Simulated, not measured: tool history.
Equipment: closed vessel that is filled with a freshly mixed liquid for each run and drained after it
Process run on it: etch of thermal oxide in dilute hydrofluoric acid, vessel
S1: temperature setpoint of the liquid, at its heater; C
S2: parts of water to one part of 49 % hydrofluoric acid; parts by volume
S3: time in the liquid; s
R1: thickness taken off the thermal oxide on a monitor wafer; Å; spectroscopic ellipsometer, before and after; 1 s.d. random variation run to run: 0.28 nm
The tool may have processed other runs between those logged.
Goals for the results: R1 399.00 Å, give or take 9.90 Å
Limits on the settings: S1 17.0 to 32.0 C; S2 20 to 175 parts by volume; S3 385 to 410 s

run	hour	S1	S2	S3	R1
1	0.0	24.0	95	385	190.02
2	4.5	24.0	115	385	151.17
3	11.6	22.0	115	385	141.79
4	18.1	22.0	95	385	173.90
5	24.3	22.0	95	410	185.20
6	25.2	18.5	95	410	162.92
7	31.4	20.0	90	410	183.60
8	37.7	24.0	55	410	364.69
9	42.6	25.0	55	410	376.80

Exercise: of the 4 proposed moves below, exactly one satisfies all targets within the stated allowed misses. Which move is it?
A	47.5	26.5	50	395	?
B	47.5	22.0	45	410	?
C	47.5	26.0	60	385	?
D	47.5	26.0	55	410	?

move	R1
A	434.39
B	419.08
C	341.02
D	398.92
A: moves the result that the last run missed by most past its target, out the other side
B: moves the result that the last run missed by most past its target, out the other side
C: the biggest miss grows against the last run
D: all results in spec
D is the move that brings every result within its allowed miss.

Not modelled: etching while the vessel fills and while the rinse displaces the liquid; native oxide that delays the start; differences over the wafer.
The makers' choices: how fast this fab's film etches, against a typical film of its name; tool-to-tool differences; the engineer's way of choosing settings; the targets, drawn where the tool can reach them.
